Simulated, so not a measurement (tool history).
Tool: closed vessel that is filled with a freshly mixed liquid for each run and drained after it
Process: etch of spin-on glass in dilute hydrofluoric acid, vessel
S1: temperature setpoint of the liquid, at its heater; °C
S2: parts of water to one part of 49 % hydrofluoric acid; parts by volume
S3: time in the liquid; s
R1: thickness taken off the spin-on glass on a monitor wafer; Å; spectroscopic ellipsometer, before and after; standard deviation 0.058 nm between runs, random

run,day,S1,S2,S3,R1
1,0.000,22.0,230,30,36.001
2,0.021,24.0,230,30,39.628
3,0.367,25.5,230,30,42.057
4,0.496,25.5,265,30,34.686
5,0.738,25.5,220,30,44.581
6,0.829,26.0,215,30,45.858

What will run 7 give?
7,0.967,26.5,210,30,?

For run 7 the tool returned R1 47.943 Å.

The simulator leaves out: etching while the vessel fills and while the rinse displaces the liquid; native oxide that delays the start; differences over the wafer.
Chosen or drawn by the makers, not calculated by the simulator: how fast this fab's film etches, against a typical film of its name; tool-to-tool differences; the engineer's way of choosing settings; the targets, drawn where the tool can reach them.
